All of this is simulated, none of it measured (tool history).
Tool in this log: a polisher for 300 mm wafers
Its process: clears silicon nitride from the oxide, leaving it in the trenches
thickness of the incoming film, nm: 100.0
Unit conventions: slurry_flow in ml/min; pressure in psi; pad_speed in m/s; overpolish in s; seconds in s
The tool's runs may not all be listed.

run,hour,slurry_flow,pressure,pad_speed,overpolish,seconds
1,0,180,3.1,0.82,4,131.67
2,5.5,180,3.1,0.76,4,139.75
3,8.3,180,3.1,0.84,4,126.1
4,11.9,180,2.7,0.84,4,147.25
5,12.5,180,2.5,0.84,4,158.53
6,16.6,180,2.3,0.84,4,170.23
7,19.1,180,2.2,0.84,4,178.24
8,20.7,180,2.2,0.84,4,179.8
9,28.2,180,2.1,0.84,4,188.57

Run 10 has not been measured yet. What should we expect?
10,34,180,2,0.84,4,?

seconds: 191.4 s
